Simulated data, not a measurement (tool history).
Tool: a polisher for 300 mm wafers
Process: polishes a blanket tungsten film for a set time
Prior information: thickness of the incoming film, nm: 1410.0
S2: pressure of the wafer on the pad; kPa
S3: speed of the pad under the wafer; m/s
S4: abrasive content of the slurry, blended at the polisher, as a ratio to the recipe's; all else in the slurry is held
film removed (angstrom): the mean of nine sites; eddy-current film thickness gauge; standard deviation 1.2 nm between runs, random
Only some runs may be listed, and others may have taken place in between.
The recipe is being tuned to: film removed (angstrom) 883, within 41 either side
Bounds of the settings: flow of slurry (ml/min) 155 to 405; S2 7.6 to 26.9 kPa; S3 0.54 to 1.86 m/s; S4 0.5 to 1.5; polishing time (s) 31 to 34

Run 1, hour 0: flow of slurry (ml/min) 260, S2 17.2 kPa, S3 1.18 m/s, S4 1, polishing time (s) 34. Result: film removed (angstrom) 1208.9.
Run 2, hour 4.6: flow of slurry (ml/min) 260, S2 20.7 kPa, S3 1.18 m/s, S4 1, polishing time (s) 34. Result: film removed (angstrom) 1454.2.
Run 3, hour 9.2: flow of slurry (ml/min) 260, S2 18.6 kPa, S3 1.16 m/s, S4 1, polishing time (s) 34. Result: film removed (angstrom) 1284.4.
Run 4, hour 12.3: flow of slurry (ml/min) 260, S2 18.6 kPa, S3 1.02 m/s, S4 1, polishing time (s) 34. Result: film removed (angstrom) 1129.
Run 5, hour 15.7: flow of slurry (ml/min) 260, S2 21.4 kPa, S3 1.02 m/s, S4 1, polishing time (s) 34. Result: film removed (angstrom) 1282.1.
Run 6, hour 21.9: flow of slurry (ml/min) 260, S2 21.4 kPa, S3 1.02 m/s, S4 0.85, polishing time (s) 34. Result: film removed (angstrom) 1233.7.
Run 7, hour 25.6: flow of slurry (ml/min) 260, S2 20 kPa, S3 1.02 m/s, S4 0.85, polishing time (s) 34. Result: film removed (angstrom) 1159.2.
Run 8, hour 31.8: flow of slurry (ml/min) 260, S2 18.6 kPa, S3 1.02 m/s, S4 0.85, polishing time (s) 34. Result: film removed (angstrom) 1105.5.
Run 9, hour 40.3: flow of slurry (ml/min) 260, S2 17.9 kPa, S3 1.02 m/s, S4 0.85, polishing time (s) 34. Result: film removed (angstrom) 1083.
Run 10, hour 46.3: flow of slurry (ml/min) 260, S2 17.2 kPa, S3 1.02 m/s, S4 0.85, polishing time (s) 34. Result: film removed (angstrom) 996.19.
Run 11, hour 49.5: flow of slurry (ml/min) 260, S2 16.5 kPa, S3 1.02 m/s, S4 0.85, polishing time (s) 34. Result: film removed (angstrom) 982.91.
Run 12, hour 53.2: flow of slurry (ml/min) 260, S2 16.5 kPa, S3 1.02 m/s, S4 0.85, polishing time (s) 34. Result: film removed (angstrom) 974.19.
Run 13, hour 55: flow of slurry (ml/min) 260, S2 15.9 kPa, S3 1.02 m/s, S4 0.85, polishing time (s) 34. Result: film removed (angstrom) 935.83.

Exercise: of the 5 proposed moves below, exactly one satisfies all targets within the stated allowed misses. Which move is it?
Run A, hour 56.8: flow of slurry (ml/min) 160, S2 21.4 kPa, S3 0.76 m/s, S4 0.9, polishing time (s) 31. Result: film removed (angstrom) ?.
Run B, hour 56.8: flow of slurry (ml/min) 250, S2 16.5 kPa, S3 1.02 m/s, S4 0.85, polishing time (s) 31. Result: film removed (angstrom) ?.
Run C, hour 56.8: flow of slurry (ml/min) 195, S2 17.9 kPa, S3 0.96 m/s, S4 0.9, polishing time (s) 34. Result: film removed (angstrom) ?.
Run D, hour 56.8: flow of slurry (ml/min) 305, S2 15.9 kPa, S3 1.16 m/s, S4 0.75, polishing time (s) 33. Result: film removed (angstrom) ?.
Run E, hour 56.8: flow of slurry (ml/min) 280, S2 13.8 kPa, S3 1.02 m/s, S4 1.05, polishing time (s) 32. Result: film removed (angstrom) ?.

move  film removed (angstrom)
   A                   817.29
   B                   889.88
   C                   975.87
   D                   1022.4
   E                   817.02
A: pushes the last run's worst result past its target
B: meets every target
C: further off than the last run
D: further off than the last run
E: pushes the last run's worst result past its target
Move B is the one to make.
